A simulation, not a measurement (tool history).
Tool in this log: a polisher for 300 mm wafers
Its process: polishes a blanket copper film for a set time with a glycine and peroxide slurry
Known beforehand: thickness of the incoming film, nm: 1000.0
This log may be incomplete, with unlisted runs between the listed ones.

| run | hour | flow of slurry (ml/min) | pressure of the wafer on the pad (kPa) | speed of the pad under the wafer (m/s) | polishing time (s) | film removed (angstrom) |
|---|---|---|---|---|---|---|
| 1 | 0 | 315 | 14.5 | 1.28 | 28 | 1829.3 |
| 2 | 5.4 | 315 | 14.5 | 1.28 | 28 | 1844.8 |
| 3 | 14.3 | 315 | 14.5 | 0.98 | 28 | 1488.6 |
| 4 | 19.5 | 320 | 16.5 | 1.1 | 28 | 1797.9 |
| 5 | 20.4 | 320 | 17.9 | 1.2 | 28 | 2037.1 |
| 6 | 25.1 | 320 | 17.9 | 1.2 | 24 | 1717.1 |
| 7 | 27.8 | 320 | 18.6 | 1.38 | 24 | 2080 |

The next listed run, before its measurement:
| 8 | 35.1 | 320 | 19.3 | 1.48 | 24 | ? |

film removed (angstrom): 2302.8

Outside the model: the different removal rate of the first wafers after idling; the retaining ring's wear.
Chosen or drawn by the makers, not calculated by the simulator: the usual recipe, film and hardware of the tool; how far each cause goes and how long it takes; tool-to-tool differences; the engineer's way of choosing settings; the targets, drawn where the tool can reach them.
